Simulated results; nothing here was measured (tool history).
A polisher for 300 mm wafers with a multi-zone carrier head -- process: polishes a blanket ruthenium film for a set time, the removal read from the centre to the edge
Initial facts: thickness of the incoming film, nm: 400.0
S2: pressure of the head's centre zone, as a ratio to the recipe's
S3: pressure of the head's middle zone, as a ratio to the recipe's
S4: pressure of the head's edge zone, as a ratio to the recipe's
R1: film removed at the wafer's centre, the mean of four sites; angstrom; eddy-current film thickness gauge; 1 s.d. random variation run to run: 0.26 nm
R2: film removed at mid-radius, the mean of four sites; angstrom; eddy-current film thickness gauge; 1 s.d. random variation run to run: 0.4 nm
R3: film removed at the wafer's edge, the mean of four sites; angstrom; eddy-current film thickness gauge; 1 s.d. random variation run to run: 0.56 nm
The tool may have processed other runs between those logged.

Run 1, hour 0.0: flow of slurry (ml/min) 150, S2 1.00, S3 1.00, S4 1.00, polishing time (s) 52. Result: R1 481.72 angstrom, R2 474.59 angstrom, R3 478.27 angstrom.
Run 2, hour 4.4: flow of slurry (ml/min) 150, S2 1.00, S3 1.06, S4 1.00, polishing time (s) 52. Result: R1 474.88 angstrom, R2 495.50 angstrom, R3 492.39 angstrom.
Run 3, hour 6.0: flow of slurry (ml/min) 150, S2 1.00, S3 1.06, S4 0.95, polishing time (s) 52. Result: R1 480.11 angstrom, R2 494.57 angstrom, R3 469.58 angstrom.
Run 4, hour 12.2: flow of slurry (ml/min) 150, S2 1.00, S3 0.98, S4 0.95, polishing time (s) 52. Result: R1 477.74 angstrom, R2 468.82 angstrom, R3 467.99 angstrom.
Run 5, hour 19.0: flow of slurry (ml/min) 150, S2 1.00, S3 0.98, S4 0.95, polishing time (s) 58. Result: R1 528.85 angstrom, R2 521.15 angstrom, R3 517.58 angstrom.
Run 6, hour 22.2: flow of slurry (ml/min) 150, S2 1.08, S3 0.98, S4 0.95, polishing time (s) 58. Result: R1 579.43 angstrom, R2 523.05 angstrom, R3 531.45 angstrom.
Run 7, hour 24.4: flow of slurry (ml/min) 110, S2 0.98, S3 0.89, S4 1.01, polishing time (s) 57. Result: R1 469.15 angstrom, R2 459.10 angstrom, R3 511.52 angstrom.
Run 8, hour 29.0: flow of slurry (ml/min) 105, S2 0.95, S3 0.89, S4 0.99, polishing time (s) 57. Result: R1 452.44 angstrom, R2 442.50 angstrom, R3 490.65 angstrom.
Run 9, hour 37.6: flow of slurry (ml/min) 100, S2 0.92, S3 0.91, S4 1.00, polishing time (s) 57. Result: R1 428.96 angstrom, R2 450.45 angstrom, R3 493.57 angstrom.
Run 10, hour 46.4: flow of slurry (ml/min) 95, S2 0.91, S3 0.92, S4 0.99, polishing time (s) 57. Result: R1 412.15 angstrom, R2 449.05 angstrom, R3 480.28 angstrom.

What will run 11 give?
Run 11, hour 48.6: flow of slurry (ml/min) 90, S2 0.90, S3 0.92, S4 0.99, polishing time (s) 57. Result: R1 ?, R2 ?, R3 ?.

Logged for run 11: R1 400.75 angstrom, R2 427.78 angstrom, R3 471.51 angstrom.

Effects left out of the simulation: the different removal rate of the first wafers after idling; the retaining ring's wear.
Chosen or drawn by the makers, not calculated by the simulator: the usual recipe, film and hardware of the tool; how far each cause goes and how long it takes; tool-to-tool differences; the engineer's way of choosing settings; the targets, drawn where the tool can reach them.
